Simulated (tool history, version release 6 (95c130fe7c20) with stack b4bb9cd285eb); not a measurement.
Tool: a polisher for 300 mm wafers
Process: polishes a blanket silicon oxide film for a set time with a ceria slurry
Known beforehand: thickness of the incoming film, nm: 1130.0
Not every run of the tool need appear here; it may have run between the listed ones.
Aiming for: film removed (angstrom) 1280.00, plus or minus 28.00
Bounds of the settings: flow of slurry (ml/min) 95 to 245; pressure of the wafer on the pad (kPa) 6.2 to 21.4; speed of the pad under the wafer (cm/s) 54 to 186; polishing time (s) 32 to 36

| run | day | flow of slurry (ml/min) | pressure of the wafer on the pad (kPa) | speed of the pad under the wafer (cm/s) | polishing time (s) | film removed (angstrom) |
|---|---|---|---|---|---|---|
| 1 | 0.000 | 155 | 13.8 | 118 | 36 | 1042.90 |
| 2 | 0.238 | 160 | 13.8 | 118 | 36 | 1039.30 |
| 3 | 0.392 | 165 | 13.8 | 118 | 36 | 1048.40 |
| 4 | 0.708 | 165 | 11.7 | 118 | 36 | 914.56 |
| 5 | 0.792 | 170 | 12.4 | 118 | 36 | 958.24 |
|  | 0.954 | worn pad replaced by a new one |
| 6 | 0.954 | 175 | 13.1 | 118 | 36 | 1128.80 |
| 7 | 1.154 | 185 | 13.1 | 118 | 36 | 1149.40 |
| 8 | 1.229 | 195 | 13.1 | 118 | 36 | 1154.30 |
| 9 | 1.454 | 200 | 13.1 | 118 | 36 | 1145.10 |
| 10 | 1.600 | 205 | 13.1 | 118 | 36 | 1163.60 |
| 11 | 1.846 | 210 | 13.1 | 118 | 36 | 1161.40 |
| 12 | 2.062 | 215 | 13.1 | 118 | 36 | 1177.80 |
| 13 | 2.367 | 240 | 13.8 | 118 | 36 | 1226.90 |

Exercise: of the 5 proposed moves below, exactly one satisfies all targets within the stated allowed misses. Which move is it?
| A | 2.671 | 215 | 13.1 | 128 | 34 | ? |
| B | 2.671 | 240 | 13.8 | 126 | 32 | ? |
| C | 2.671 | 245 | 16.5 | 98 | 36 | ? |
| D | 2.671 | 240 | 15.2 | 116 | 35 | ? |
| E | 2.671 | 245 | 15.2 | 134 | 32 | ? |

| move | film removed (angstrom) |
|---|---|
| A | 1208.50 |
| B | 1186.50 |
| C | 1230.60 |
| D | 1301.30 |
| E | 1372.00 |
A: its largest miss is bigger than the last run's
B: its largest miss is bigger than the last run's
C: nearer than the last run, and not there yet
D: all results land within tolerance of their targets
E: takes the result that was furthest off past its target
Move D is the one to make.
